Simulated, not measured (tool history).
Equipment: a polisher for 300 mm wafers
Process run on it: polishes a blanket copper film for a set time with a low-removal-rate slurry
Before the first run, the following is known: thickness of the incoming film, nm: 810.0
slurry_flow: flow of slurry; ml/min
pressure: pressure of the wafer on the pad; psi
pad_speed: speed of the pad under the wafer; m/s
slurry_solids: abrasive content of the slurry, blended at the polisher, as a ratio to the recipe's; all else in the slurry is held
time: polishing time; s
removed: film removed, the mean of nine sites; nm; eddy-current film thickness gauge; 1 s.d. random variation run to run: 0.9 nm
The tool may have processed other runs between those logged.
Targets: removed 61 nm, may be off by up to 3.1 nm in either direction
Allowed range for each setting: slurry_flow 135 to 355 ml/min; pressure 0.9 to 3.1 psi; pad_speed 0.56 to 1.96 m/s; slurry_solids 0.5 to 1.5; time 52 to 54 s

| run | hour | slurry_flow | pressure | pad_speed | slurry_solids | time | removed |
|---|---|---|---|---|---|---|---|
| 1 | 0 | 225 | 2 | 1.26 | 1 | 52 | 137.44 |
| 2 | 7.1 | 225 | 1.7 | 1.18 | 1 | 52 | 111.78 |
| 3 | 11.6 | 185 | 1.7 | 1.18 | 1 | 52 | 106.82 |
| 4 | 17.1 | 135 | 1.7 | 1.18 | 1 | 52 | 102.45 |
| 5 | 21.8 | 135 | 1.7 | 0.86 | 1 | 52 | 71.756 |
| 6 | 23.2 | 135 | 1.7 | 0.86 | 1 | 52 | 74.698 |
| 7 | 26.5 | 135 | 1.6 | 0.86 | 1 | 52 | 69.677 |
| 8 | 30.1 | 135 | 1.5 | 0.86 | 1 | 52 | 66.409 |

Which single option among these 5 for the next run brings every result within its allowed miss of target? Just one does.
| A | 33.7 | 135 | 1.7 | 0.88 | 1 | 52 | ? |
| B | 33.7 | 230 | 1.5 | 0.86 | 1.05 | 53 | ? |
| C | 33.7 | 145 | 1.5 | 0.68 | 0.95 | 54 | ? |
| D | 33.7 | 185 | 1.4 | 0.84 | 0.85 | 52 | ? |
| E | 33.7 | 135 | 1.3 | 1.06 | 0.75 | 53 | ? |

| move | removed |
|---|---|
| A | 74.976 |
| B | 73.54 |
| C | 54.244 |
| D | 61.009 |
| E | 66.191 |
A: misses by more than the last run did
B: misses by more than the last run did
C: takes the result that was furthest off past its target
D: every result lands within tolerance
E: just as far off the targets as the last run
D meets every target.
